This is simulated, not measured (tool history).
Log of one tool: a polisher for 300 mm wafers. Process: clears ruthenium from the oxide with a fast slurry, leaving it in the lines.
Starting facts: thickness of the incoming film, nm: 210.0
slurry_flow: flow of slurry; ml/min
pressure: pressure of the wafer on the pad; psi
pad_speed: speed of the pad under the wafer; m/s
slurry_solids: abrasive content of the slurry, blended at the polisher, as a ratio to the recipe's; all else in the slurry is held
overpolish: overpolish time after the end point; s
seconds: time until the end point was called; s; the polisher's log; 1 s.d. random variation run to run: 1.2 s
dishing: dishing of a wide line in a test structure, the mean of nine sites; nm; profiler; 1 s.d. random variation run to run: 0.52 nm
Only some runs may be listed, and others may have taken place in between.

run  hour  slurry_flow  pressure  pad_speed  slurry_solids  overpolish  seconds  dishing
  1   0.0          285       1.9       1.26            1.0          17   67.790   43.021
  2   2.0          285       1.6       1.26            1.0          17   78.534   37.294
  3   5.4          285       1.6       1.26            1.2          17   74.693   40.992
  4  10.8          245       1.6       1.26            1.2          17   75.694   38.519
  5  14.9          240       1.4       1.20            1.2          18   88.835   35.914
  6  16.8          190       1.4       1.20            1.2          18   92.426   33.797
  7  17.8          190       1.3       1.18            1.2          19   99.595   32.693
  8  21.8          190       1.2       1.16            1.2          20  110.190   33.465
  9  22.5          190       1.1       1.16            1.2          20  119.320   29.119

What will run 10 give?
 10  29.1          190       1.1       1.16            1.2          20        ?        ?

seconds: 119.440 s
dishing: 29.736 nm
